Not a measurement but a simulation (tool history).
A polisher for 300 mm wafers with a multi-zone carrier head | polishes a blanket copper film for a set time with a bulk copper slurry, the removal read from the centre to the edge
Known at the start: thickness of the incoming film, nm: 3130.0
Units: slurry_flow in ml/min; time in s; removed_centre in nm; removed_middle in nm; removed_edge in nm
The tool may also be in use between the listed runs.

run,hour,slurry_flow,centre_zone,middle_zone,edge_zone,slurry_solids,time,removed_centre,removed_middle,removed_edge
1,0.0,155,1.00,1.00,1.00,1.00,63,344.92,348.90,345.74
2,8.9,150,1.02,0.97,0.97,0.90,59,328.28,311.32,305.82
3,12.7,145,1.02,0.94,0.96,0.80,57,303.29,283.14,294.31
4,20.2,145,1.04,0.93,0.94,0.75,55,298.20,271.79,277.30
5,24.4,140,1.05,0.91,0.92,0.70,53,283.32,251.70,264.51
6,27.4,140,1.07,0.91,0.90,0.65,52,276.43,243.96,247.84
7,32.2,135,1.08,0.90,0.88,0.60,52,274.71,236.91,244.05

The next listed run, before its measurement:
8,33.5,135,1.08,0.90,0.88,0.60,52,?,?,?

{"run 8": {"removed_centre": 279.88, "removed_middle": 240.23, "removed_edge": 245.09}}
